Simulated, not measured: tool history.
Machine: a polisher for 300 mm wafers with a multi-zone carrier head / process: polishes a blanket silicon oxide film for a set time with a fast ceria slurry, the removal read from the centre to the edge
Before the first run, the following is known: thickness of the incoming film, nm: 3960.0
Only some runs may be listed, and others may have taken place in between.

| run | hour | flow of slurry (ml/min) | pressure of the head's centre zone | pressure of the head's middle zone | pressure of the head's edge zone | polishing time (s) | film removed at the wafer's centre (angstrom) | film removed at mid-radius (angstrom) | film removed at the wafer's edge (angstrom) |
|---|---|---|---|---|---|---|---|---|---|
| 1 | 0 | 310 | 1 | 1 | 1 | 31 | 5932.3 | 6301.9 | 6164.4 |
| 2 | 7.7 | 310 | 1 | 1 | 1.08 | 31 | 5982.6 | 6164.1 | 6482.9 |
| 3 | 13.7 | 310 | 0.95 | 1 | 1.08 | 31 | 5531.5 | 6289.7 | 6497.7 |
| 4 | 18.8 | 310 | 0.95 | 0.93 | 1.08 | 31 | 5507.1 | 5773.6 | 6438.4 |
| 5 | 26.7 | 320 | 1 | 1 | 1.09 | 32 | 6041.2 | 6289.2 | 6710 |
| 6 | 35.6 | 320 | 1.03 | 1.04 | 1.07 | 33 | 6547.2 | 6807.3 | 6983.8 |
| 7 | 44.5 | 320 | 1.06 | 1.08 | 1.06 | 33 | 6729.8 | 7156.8 | 6729.1 |
| 8 | 48.1 | 325 | 1.08 | 1.1 | 1.07 | 34 | 6947 | 7593.9 | 7092.6 |
| 9 | 54.3 | 330 | 1.11 | 1.11 | 1.07 | 34 | 7351.9 | 7491.6 | 7139.6 |

Run 10 comes next. What will it give?
|  | 57 | centre zone pressure recalibrated |
| 10 | 57 | 335 | 1.12 | 1.12 | 1.07 | 34 | ? | ? | ? |

Run 10 gave film removed at the wafer's centre (angstrom) 7792.2, film removed at mid-radius (angstrom) 7646.6, film removed at the wafer's edge (angstrom) 7075.7.
